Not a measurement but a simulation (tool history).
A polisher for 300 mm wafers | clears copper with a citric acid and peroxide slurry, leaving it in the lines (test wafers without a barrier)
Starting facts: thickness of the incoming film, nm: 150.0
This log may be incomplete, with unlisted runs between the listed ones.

run	hour	flow of slurry (ml/min)	pressure of the wafer on the pad (kPa)	speed of the pad under the wafer (m/s)	abrasive content of the slurry	overpolish time after the end point (s)	time until the end point was called (s)	dishing of a wide line in a test structure (angstrom)
1	0.0	225	16.5	0.82	1.0	9	94.207	100.83
2	1.9	225	16.5	1.00	1.0	9	78.481	125.29
3	6.3	225	20.0	1.00	1.0	9	65.853	147.81
4	11.3	225	18.6	0.96	1.0	9	72.068	133.00
5	19.7	225	18.6	0.96	0.9	9	73.160	128.73
6	20.6	225	17.2	0.92	0.9	9	81.631	115.84

Expected results for the next run?
7	23.5	225	15.9	0.88	0.9	9	?	?

{"run 7": {"time until the end point was called (s)": 94.778, "dishing of a wide line in a test structure (angstrom)": 103.97}}
